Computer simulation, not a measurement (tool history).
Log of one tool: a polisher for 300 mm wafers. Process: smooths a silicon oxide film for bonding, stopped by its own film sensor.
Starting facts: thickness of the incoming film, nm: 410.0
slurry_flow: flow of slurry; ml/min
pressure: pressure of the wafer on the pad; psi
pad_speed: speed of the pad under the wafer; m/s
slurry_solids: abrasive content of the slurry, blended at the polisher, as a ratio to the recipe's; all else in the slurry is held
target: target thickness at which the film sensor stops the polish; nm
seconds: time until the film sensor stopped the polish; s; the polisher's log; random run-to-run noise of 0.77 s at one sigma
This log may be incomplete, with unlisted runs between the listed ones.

{"run": 1, "hour": 0.0, "slurry_flow": 215, "pressure": 1.9, "pad_speed": 0.82, "slurry_solids": 1, "target": 370, "seconds": 67.009}
{"run": 2, "hour": 2.5, "slurry_flow": 215, "pressure": 2.1, "pad_speed": 0.84, "slurry_solids": 1, "target": 370, "seconds": 61.046}
{"run": 3, "hour": 9.5, "slurry_flow": 215, "pressure": 1.7, "pad_speed": 0.84, "slurry_solids": 1, "target": 370, "seconds": 73.221}
{"run": 4, "hour": 12.4, "slurry_flow": 215, "pressure": 1.9, "pad_speed": 0.86, "slurry_solids": 1, "target": 370, "seconds": 65.915}
{"run": 5, "hour": 18.3, "slurry_flow": 215, "pressure": 1.6, "pad_speed": 0.86, "slurry_solids": 1, "target": 370, "seconds": 77.983}
{"run": 6, "hour": 20.3, "slurry_flow": 215, "pressure": 1.8, "pad_speed": 0.88, "slurry_solids": 1, "target": 370, "seconds": 66.553}

Forecast run 7:
{"run": 7, "hour": 22.4, "slurry_flow": 215, "pressure": 2, "pad_speed": 0.9, "slurry_solids": 1, "target": 370, "seconds": "?"}

seconds: 61.582 s
